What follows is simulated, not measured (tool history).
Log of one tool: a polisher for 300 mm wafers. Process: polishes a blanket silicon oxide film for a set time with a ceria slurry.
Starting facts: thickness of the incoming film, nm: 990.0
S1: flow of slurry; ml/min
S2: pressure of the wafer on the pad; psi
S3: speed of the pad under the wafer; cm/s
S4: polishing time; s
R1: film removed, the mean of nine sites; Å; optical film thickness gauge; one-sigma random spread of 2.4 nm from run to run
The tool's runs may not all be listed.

run,hour,S1,S2,S3,S4,R1
1,0,260,2.6,132,40,2188.7
2,5.3,230,2.6,132,40,2143.4
3,9.5,230,2.2,132,40,1907.1
4,14.2,230,1.6,132,40,1514.2
5,17.7,230,1.4,132,40,1409.1
6,26.4,265,1.4,132,40,1389.1
7,30.6,265,1.4,132,40,1399
8,34,265,1.5,132,40,1476

What will run 9 give?
9,41.9,265,1.5,132,40,?

R1: 1488.8 Å
